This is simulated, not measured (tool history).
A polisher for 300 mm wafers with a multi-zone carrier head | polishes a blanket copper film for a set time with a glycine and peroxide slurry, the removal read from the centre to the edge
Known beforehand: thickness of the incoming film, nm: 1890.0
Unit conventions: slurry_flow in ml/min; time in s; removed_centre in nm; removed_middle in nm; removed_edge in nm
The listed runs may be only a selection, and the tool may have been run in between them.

Run 1, hour 0: slurry_flow 205 ml/min, centre_zone 1, middle_zone 1, edge_zone 1, time 56 s. Result: removed_centre 432.17 nm, removed_middle 439.37 nm, removed_edge 431.9 nm.
Run 2, hour 8.3: slurry_flow 205 ml/min, centre_zone 1, middle_zone 0.95, edge_zone 1, time 56 s. Result: removed_centre 433.11 nm, removed_middle 424.99 nm, removed_edge 438.47 nm.
Run 3, hour 15.4: slurry_flow 230 ml/min, centre_zone 1, middle_zone 0.95, edge_zone 1, time 56 s. Result: removed_centre 441.53 nm, removed_middle 425.26 nm, removed_edge 434.57 nm.
Run 4, hour 23.6: slurry_flow 230 ml/min, centre_zone 1, middle_zone 0.88, edge_zone 1, time 56 s. Result: removed_centre 443.56 nm, removed_middle 408.84 nm, removed_edge 444.96 nm.
Run 5, hour 25.4: slurry_flow 230 ml/min, centre_zone 1, middle_zone 0.88, edge_zone 1, time 50 s. Result: removed_centre 391.56 nm, removed_middle 367.09 nm, removed_edge 395.43 nm.
Run 6, hour 31.3: slurry_flow 250 ml/min, centre_zone 1.02, middle_zone 0.91, edge_zone 0.96, time 45 s. Result: removed_centre 364.08 nm, removed_middle 338.74 nm, removed_edge 355.38 nm.
Run 7, hour 32.7: slurry_flow 260 ml/min, centre_zone 1.05, middle_zone 0.97, edge_zone 0.92, time 41 s. Result: removed_centre 348.52 nm, removed_middle 327.24 nm, removed_edge 318.01 nm.

What will run 8 give?
Run 8, hour 37.6: slurry_flow 260 ml/min, centre_zone 1.06, middle_zone 0.99, edge_zone 0.89, time 39 s. Result: removed_centre ?, removed_middle ?, removed_edge ?.

Logged for run 8: removed_centre 328.72 nm, removed_middle 310.69 nm, removed_edge 296.64 nm.

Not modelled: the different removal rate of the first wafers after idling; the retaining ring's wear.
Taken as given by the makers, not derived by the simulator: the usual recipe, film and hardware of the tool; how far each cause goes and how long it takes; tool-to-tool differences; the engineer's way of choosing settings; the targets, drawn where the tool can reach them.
